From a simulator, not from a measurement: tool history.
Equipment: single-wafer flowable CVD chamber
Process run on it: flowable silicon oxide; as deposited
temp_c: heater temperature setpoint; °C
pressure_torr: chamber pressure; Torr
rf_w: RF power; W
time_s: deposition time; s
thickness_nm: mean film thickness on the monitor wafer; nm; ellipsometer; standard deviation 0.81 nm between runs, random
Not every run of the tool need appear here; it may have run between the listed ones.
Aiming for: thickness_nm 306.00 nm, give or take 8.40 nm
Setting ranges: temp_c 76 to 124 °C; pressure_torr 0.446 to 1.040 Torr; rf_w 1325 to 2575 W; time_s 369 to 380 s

run,hour,temp_c,pressure_torr,rf_w,time_s,thickness_nm
1,0.0,100,0.743,1950,369,205.30
2,3.8,98,0.743,1950,369,221.44
3,8.2,97,0.743,1950,369,229.18
4,10.2,97,0.743,1750,369,222.43
5,18.3,97,0.662,1750,369,198.81
6,27.0,97,0.570,1750,369,173.45
7,31.8,95,0.571,1750,369,186.74
8,33.4,93,0.572,1750,369,201.81

Pick the move, out of 4, that brings all results within their allowed miss; only one does.
A,35.0,89,0.723,1960,380,?
B,35.0,98,0.495,1745,369,?
C,35.0,90,0.640,1900,379,?
D,35.0,78,0.586,1810,380,?

move,thickness_nm
A,309.22
B,145.52
C,262.76
D,353.07
A: meets every target
B: further off than the last run
C: closes in on the targets versus the last run, not all within tolerance yet
D: moves the result that the last run missed by most past its target, out the other side
A meets every target.

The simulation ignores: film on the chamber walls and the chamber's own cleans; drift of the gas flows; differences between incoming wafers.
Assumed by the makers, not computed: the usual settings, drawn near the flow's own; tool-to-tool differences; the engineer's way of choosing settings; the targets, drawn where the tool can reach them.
